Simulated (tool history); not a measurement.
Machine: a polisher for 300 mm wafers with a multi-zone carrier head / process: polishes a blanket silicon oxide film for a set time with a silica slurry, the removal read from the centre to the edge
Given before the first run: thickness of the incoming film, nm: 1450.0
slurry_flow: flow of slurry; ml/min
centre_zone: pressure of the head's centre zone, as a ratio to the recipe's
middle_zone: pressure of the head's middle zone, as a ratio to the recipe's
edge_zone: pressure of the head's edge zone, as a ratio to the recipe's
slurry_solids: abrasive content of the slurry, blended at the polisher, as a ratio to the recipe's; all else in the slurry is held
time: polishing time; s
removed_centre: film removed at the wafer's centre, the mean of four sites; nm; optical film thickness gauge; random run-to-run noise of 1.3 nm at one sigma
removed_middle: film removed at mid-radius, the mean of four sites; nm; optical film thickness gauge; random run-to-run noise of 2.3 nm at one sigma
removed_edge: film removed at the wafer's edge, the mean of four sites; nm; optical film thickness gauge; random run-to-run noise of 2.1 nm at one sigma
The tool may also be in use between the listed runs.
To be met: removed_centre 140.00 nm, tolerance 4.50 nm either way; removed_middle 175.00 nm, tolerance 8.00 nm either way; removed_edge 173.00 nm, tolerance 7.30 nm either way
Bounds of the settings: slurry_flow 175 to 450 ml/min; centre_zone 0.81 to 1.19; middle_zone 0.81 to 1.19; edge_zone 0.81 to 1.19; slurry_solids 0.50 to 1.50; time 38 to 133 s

run,hour,slurry_flow,centre_zone,middle_zone,edge_zone,slurry_solids,time,removed_centre,removed_middle,removed_edge
1,0.0,290,1.00,1.00,1.00,1.00,85,396.73,401.98,398.92
2,4.8,290,1.00,1.06,1.00,1.00,85,390.53,420.80,401.38
3,11.1,290,0.96,1.06,1.00,1.00,85,376.42,425.35,389.94
4,17.7,260,0.92,1.04,1.03,0.90,73,286.49,335.37,316.26
5,22.5,250,0.89,1.02,1.04,0.80,66,226.18,257.21,256.45
6,31.3,250,0.89,0.95,1.04,0.80,66,227.09,243.90,258.52
7,32.8,240,0.87,0.97,1.05,0.75,63,197.97,228.25,230.22
8,41.7,230,0.86,0.97,1.05,0.70,62,179.38,204.37,213.82

Exercise: of the 5 proposed moves below, exactly one satisfies all targets within the stated allowed misses. Which move is it?
A,50.6,350,1.19,0.89,0.91,0.65,59,?,?,?
B,50.6,250,0.83,1.17,0.98,0.80,48,?,?,?
C,50.6,235,0.98,0.89,1.04,0.70,84,?,?,?
D,50.6,290,1.15,1.14,0.82,0.80,51,?,?,?
E,50.6,280,0.82,1.00,1.03,0.60,61,?,?,?

move,removed_centre,removed_middle,removed_edge
A,218.85,173.21,176.75
B,151.99,215.77,181.45
C,268.88,258.47,283.90
D,225.81,227.89,180.15
E,137.58,172.73,169.96
A: lands further from the targets than the last run did
B: nearer than the last run, and not there yet
C: lands further from the targets than the last run did
D: lands further from the targets than the last run did
E: every result within its allowed miss
So the answer is move E, the one that meets all the targets.
